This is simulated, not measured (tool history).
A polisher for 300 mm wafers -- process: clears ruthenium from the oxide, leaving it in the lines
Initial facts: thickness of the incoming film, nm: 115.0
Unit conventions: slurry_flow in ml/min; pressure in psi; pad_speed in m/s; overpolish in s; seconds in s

| run | hour | slurry_flow | pressure | pad_speed | overpolish | seconds |
|---|---|---|---|---|---|---|
| 1 | 0.0 | 310 | 2.3 | 1.20 | 6 | 85.438 |
| 2 | 8.3 | 310 | 2.3 | 1.20 | 6 | 85.682 |
| 3 | 14.5 | 310 | 2.1 | 1.20 | 6 | 94.823 |
| 4 | 21.5 | 310 | 1.7 | 1.20 | 6 | 115.390 |
| 5 | 25.6 | 380 | 1.7 | 1.20 | 6 | 117.050 |
| 6 | 27.5 | 380 | 2.1 | 1.20 | 6 | 93.276 |
| 7 | 31.3 | 380 | 2.0 | 1.20 | 6 | 97.862 |
| 8 | 38.7 | 380 | 1.9 | 1.20 | 6 | 101.580 |
| 9 | 45.6 | 380 | 1.8 | 1.20 | 6 | 108.480 |
| 10 | 49.5 | 380 | 1.7 | 1.20 | 6 | 110.920 |

Run 11 has not been measured yet. What should we expect?
| 11 | 53.2 | 380 | 1.6 | 1.20 | 6 | ? |

For run 11 the tool returned seconds 121.450 s.
